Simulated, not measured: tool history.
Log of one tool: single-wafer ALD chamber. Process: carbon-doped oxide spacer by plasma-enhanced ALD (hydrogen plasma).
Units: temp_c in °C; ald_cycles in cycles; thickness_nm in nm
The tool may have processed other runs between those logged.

run	hour	temp_c	ald_cycles	thickness_nm
1	0.0	385	444	20.587
2	5.7	390	444	20.583
3	7.7	390	417	19.339
4	12.3	390	454	20.996
5	16.5	390	505	23.546
6	25.4	390	473	21.967
7	29.6	390	437	20.400
8	32.9	390	409	18.996
# hour 42.7: thermocouple changed; heater temperature recalibrated
9	42.7	390	393	18.254
10	47.6	390	383	17.850
11	52.8	390	376	17.455

The next listed run, before its measurement:
12	56.6	390	372	?

thickness_nm: 17.346 nm

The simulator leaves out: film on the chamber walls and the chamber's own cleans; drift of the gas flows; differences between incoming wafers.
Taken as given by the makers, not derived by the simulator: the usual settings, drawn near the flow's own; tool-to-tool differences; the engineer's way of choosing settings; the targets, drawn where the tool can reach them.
